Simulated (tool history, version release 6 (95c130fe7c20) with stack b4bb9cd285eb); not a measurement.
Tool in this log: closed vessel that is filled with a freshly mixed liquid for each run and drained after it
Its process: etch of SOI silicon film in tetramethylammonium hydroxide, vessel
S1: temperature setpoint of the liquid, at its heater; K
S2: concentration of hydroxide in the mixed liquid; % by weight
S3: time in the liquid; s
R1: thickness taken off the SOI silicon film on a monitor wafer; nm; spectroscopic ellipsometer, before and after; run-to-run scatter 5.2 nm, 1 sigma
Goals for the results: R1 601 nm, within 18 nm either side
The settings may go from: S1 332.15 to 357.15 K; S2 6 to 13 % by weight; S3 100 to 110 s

run	hour	S1	S2	S3	R1
1	0	345.15	9	100	789.17
2	9.1	344.15	9	100	748.95
3	12.1	348.15	9	100	947.76
4	16.2	348.15	8.5	100	968
5	19.5	348.15	8.5	110	1071.3
6	25.4	345.65	8.5	110	927.7
7	27.3	344.15	8.5	110	842.65
8	35.5	343.15	8.5	110	792.01
9	41.5	342.15	8.5	110	756.91

5 candidate next runs follow, results not yet known. Just one meets every target within its allowed miss. Identify it.
A	47.5	340.15	7	100	?
B	47.5	339.15	8.5	105	?
C	47.5	339.15	9	100	?
D	47.5	339.15	8.5	100	?
E	47.5	340.15	12.5	105	?

move	R1
A	630.65
B	588.67
C	549.53
D	560.64
E	541.29
A: closer than the last run, but not yet in spec
B: each result inside its tolerance
C: moves the result that the last run missed by most past its target, out the other side
D: moves the result that the last run missed by most past its target, out the other side
E: moves the result that the last run missed by most past its target, out the other side
Move B is the one to make.

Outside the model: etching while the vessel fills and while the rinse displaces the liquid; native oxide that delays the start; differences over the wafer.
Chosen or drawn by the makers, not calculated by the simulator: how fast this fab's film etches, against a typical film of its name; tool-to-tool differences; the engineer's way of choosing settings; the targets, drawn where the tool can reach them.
